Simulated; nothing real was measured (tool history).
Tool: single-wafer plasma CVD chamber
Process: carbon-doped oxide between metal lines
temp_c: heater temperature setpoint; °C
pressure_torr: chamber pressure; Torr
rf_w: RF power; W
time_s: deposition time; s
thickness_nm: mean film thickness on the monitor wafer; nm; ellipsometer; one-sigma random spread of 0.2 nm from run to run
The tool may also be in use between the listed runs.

run,day,temp_c,pressure_torr,rf_w,time_s,thickness_nm
1,0,360,4.11,650,13.3,77.155
2,0.092,360,4.11,700,13.3,81.377
3,0.138,356,4.41,710,13.3,83.656
4,0.471,356,4.41,765,13.3,88.594
5,0.679,353,4.51,765,13.3,89.293
6,0.908,353,4.51,765,12.6,85.03
7,1.15,351,4.74,775,12.6,87.113
8,1.229,349,4.92,780,12.6,89.125
9,1.529,347,5.03,780,12.6,89.508
10,1.817,346,5.15,780,12.6,90.406

The next listed run, before its measurement:
# day 1.992: thermocouple changed; heater temperature recalibrated
11,1.992,345,5.22,780,12.6,?

For run 11 the tool returned thickness_nm 92.771 nm.

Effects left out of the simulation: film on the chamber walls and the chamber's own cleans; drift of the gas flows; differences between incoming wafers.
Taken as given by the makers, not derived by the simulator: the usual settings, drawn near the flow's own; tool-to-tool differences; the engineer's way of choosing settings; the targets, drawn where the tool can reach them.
